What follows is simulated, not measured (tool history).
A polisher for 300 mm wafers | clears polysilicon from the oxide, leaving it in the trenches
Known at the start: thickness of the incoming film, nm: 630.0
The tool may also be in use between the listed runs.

run  hour  flow of slurry (ml/min)  pressure of the wafer on the pad (psi)  speed of the pad under the wafer (m/s)  overpolish time after the end point (s)  time until the end point was called (s)  dishing of a wide line in a test structure (angstrom)
  1   0.0                      290                                     2.2                                    0.98                                       29                                   48.278                                                 317.25
  2   5.7                      285                                     1.9                                    0.86                                       29                                   63.089                                                 312.86
  3  14.4                      285                                     1.4                                    0.86                                       29                                   85.430                                                 314.12
  4  21.7                      285                                     1.9                                    0.86                                       29                                   63.934                                                 308.56
  5  27.9                      285                                     1.7                                    0.80                                       29                                   75.722                                                 315.23
  6  30.9                      285                                     1.7                                    0.80                                       22                                   76.266                                                 308.08
  7  38.6                      280                                     1.5                                    0.76                                       20                                   87.930                                                 304.81
  8  44.1                      280                                     1.4                                    0.72                                       19                                   97.590                                                 309.15
  9  50.8                      270                                     1.3                                    0.70                                       16                                  108.950                                                 298.60

Run 10 comes next. What will it give?
 10  54.6                      270                                     1.2                                    0.70                                       17                                        ?                                                      ?

time until the end point was called (s): 115.610
dishing of a wide line in a test structure (angstrom): 298.61
